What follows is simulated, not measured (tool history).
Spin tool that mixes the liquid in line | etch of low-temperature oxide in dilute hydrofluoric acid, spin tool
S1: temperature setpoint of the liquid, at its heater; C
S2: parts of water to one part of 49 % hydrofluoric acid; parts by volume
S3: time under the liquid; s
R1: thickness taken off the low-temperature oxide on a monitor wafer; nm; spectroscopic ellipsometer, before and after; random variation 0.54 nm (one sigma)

run,hour,S1,S2,S3,R1
1,0,26,55,155,50.518
2,7.1,22.5,55,155,43.506
3,12.7,24,55,155,46.721
4,21,24,70,155,35.658
5,28.8,25,65,155,40.701
6,37.6,27.5,65,155,44.241
7,43.7,28,60,155,49.453
8,47.5,28.5,60,155,50.748
9,50.3,29,60,155,51.397
10,53.8,29.5,60,155,52.951
11,59.4,30,60,155,53.812
12,65.4,30.5,60,155,54.913
13,73.3,31,60,155,55.904
14,76.6,31.5,60,155,56.557

Forecast run 15:
15,82.2,32,60,155,?

Run 15 gave R1 58.176 nm.
